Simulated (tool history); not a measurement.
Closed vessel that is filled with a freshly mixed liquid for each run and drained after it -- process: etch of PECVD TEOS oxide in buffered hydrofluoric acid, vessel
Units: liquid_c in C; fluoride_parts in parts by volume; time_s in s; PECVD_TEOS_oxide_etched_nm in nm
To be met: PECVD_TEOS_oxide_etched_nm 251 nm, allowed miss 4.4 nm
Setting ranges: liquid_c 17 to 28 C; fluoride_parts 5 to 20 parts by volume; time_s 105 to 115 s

run  hour  liquid_c  fluoride_parts  time_s  PECVD_TEOS_oxide_etched_nm
  1     0        20              12     105                      89.613
  2   6.2        21              11     105                      103.16
  3  13.2        21              11     115                      113.27
  4  21.4        22            10.5     115                      125.65
  5  23.9        22            10.5     105                      115.23
  6  26.5        25            10.5     105                      135.25
  7  29.6      25.5              10     105                         145
  8  35.8        26             9.5     105                      154.52
  9  41.5        26               9     105                      158.27
 10  45.7        26             8.5     105                      170.15
 11  51.4        26               8     105                      181.54
 12  57.6        26               8     105                       183.3
 13  61.4        27               7     105                       220.2
 14    64        28               6     105                      267.64
 15  70.5      27.5               6     105                      259.18

Below are 5 possible settings for the next run. Only one of them brings all results inside the allowed miss of their targets. Which is it?
  A    77        26               6     105                           ?
  B    77        27               6     110                           ?
  C    77      27.5             6.5     115                           ?
  D    77      25.5             5.5     105                           ?
  E    77        25               6     110                           ?

move  PECVD_TEOS_oxide_etched_nm
   A                      239.68
   B                      264.89
   C                       265.4
   D                      251.15
   E                      237.92
A: pushes the last run's worst result past its target
B: lands further from the targets than the last run did
C: lands further from the targets than the last run did
D: every result within its allowed miss
E: pushes the last run's worst result past its target
The move that meets every target is D.
